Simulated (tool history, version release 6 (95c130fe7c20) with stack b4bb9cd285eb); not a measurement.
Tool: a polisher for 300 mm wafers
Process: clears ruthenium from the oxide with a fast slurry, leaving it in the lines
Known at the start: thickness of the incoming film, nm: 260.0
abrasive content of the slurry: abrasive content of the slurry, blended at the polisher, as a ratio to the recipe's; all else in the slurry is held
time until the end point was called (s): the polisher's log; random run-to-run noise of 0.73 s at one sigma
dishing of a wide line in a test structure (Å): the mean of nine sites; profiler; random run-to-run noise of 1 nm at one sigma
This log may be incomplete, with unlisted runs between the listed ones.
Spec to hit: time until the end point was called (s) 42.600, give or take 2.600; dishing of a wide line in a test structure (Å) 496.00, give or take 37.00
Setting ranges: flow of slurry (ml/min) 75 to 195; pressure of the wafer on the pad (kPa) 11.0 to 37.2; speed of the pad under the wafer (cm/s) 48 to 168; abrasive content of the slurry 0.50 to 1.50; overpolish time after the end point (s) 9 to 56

run	hour	flow of slurry (ml/min)	pressure of the wafer on the pad (kPa)	speed of the pad under the wafer (cm/s)	abrasive content of the slurry	overpolish time after the end point (s)	time until the end point was called (s)	dishing of a wide line in a test structure (Å)
1	0.0	125	24.1	108	1.00	29	43.946	1036.40
2	1.2	140	24.1	108	1.00	29	43.274	1063.70
3	9.5	125	24.1	108	1.00	24	44.514	941.56
4	13.1	110	24.1	108	1.00	20	45.270	795.36
5	18.6	110	24.1	108	1.00	15	46.691	626.17
6	27.0	110	24.1	108	1.00	9	47.136	410.31
7	35.0	105	24.8	108	1.00	9	45.090	434.13
8	40.5	105	24.8	108	1.00	9	45.573	422.65

Which single option among these 5 for the next run brings every result within its allowed miss of target? Just one does.
A	46.0	110	31.0	118	0.90	11	?	?
B	46.0	85	24.8	112	0.95	15	?	?
C	46.0	100	27.6	114	0.90	10	?	?
D	46.0	115	21.4	110	1.00	10	?	?
E	46.0	90	26.2	108	1.10	12	?	?

move	time until the end point was called (s)	dishing of a wide line in a test structure (Å)
A	35.617	602.55
B	47.924	608.97
C	42.177	485.54
D	49.473	423.96
E	42.295	562.96
A: pushes the last run's worst result past its target
B: pushes the last run's worst result past its target
C: every result within its allowed miss
D: lands further from the targets than the last run did
E: pushes the last run's worst result past its target
Answer: C
